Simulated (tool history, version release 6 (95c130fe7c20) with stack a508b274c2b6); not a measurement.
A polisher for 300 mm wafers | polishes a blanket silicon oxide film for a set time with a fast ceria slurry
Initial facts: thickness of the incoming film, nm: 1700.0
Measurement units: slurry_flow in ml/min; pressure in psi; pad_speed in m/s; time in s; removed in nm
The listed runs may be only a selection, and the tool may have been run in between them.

Run 1, hour 0.0: slurry_flow 145 ml/min, pressure 2.4 psi, pad_speed 0.92 m/s, time 29 s. Result: removed 382.84 nm.
Run 2, hour 6.1: slurry_flow 140 ml/min, pressure 2.1 psi, pad_speed 0.92 m/s, time 29 s. Result: removed 334.36 nm.
Run 3, hour 13.7: slurry_flow 175 ml/min, pressure 2.1 psi, pad_speed 0.92 m/s, time 29 s. Result: removed 352.04 nm.
Run 4, hour 17.7: slurry_flow 175 ml/min, pressure 2.1 psi, pad_speed 1.00 m/s, time 29 s. Result: removed 367.78 nm.
Run 5, hour 19.7: slurry_flow 175 ml/min, pressure 1.7 psi, pad_speed 1.00 m/s, time 29 s. Result: removed 305.60 nm.
Run 6, hour 20.4: slurry_flow 175 ml/min, pressure 1.5 psi, pad_speed 1.00 m/s, time 29 s. Result: removed 266.38 nm.
Run 7, hour 25.4: slurry_flow 170 ml/min, pressure 1.5 psi, pad_speed 1.00 m/s, time 29 s. Result: removed 270.17 nm.
At hour 32.3: head pressure recalibrated.
Run 8, hour 32.3: slurry_flow 165 ml/min, pressure 1.5 psi, pad_speed 1.00 m/s, time 29 s. Result: removed 242.98 nm.
Run 9, hour 33.0: slurry_flow 170 ml/min, pressure 1.5 psi, pad_speed 1.00 m/s, time 29 s. Result: removed 240.30 nm.
Run 10, hour 39.7: slurry_flow 170 ml/min, pressure 1.7 psi, pad_speed 1.00 m/s, time 29 s. Result: removed 275.35 nm.
Run 11, hour 44.6: slurry_flow 165 ml/min, pressure 1.7 psi, pad_speed 1.00 m/s, time 29 s. Result: removed 272.39 nm.

Run 12, settings as shown, results not yet in. Your forecast:
Run 12, hour 46.6: slurry_flow 160 ml/min, pressure 1.7 psi, pad_speed 1.00 m/s, time 29 s. Result: removed ?.

Run 12 produced removed 271.96 nm.

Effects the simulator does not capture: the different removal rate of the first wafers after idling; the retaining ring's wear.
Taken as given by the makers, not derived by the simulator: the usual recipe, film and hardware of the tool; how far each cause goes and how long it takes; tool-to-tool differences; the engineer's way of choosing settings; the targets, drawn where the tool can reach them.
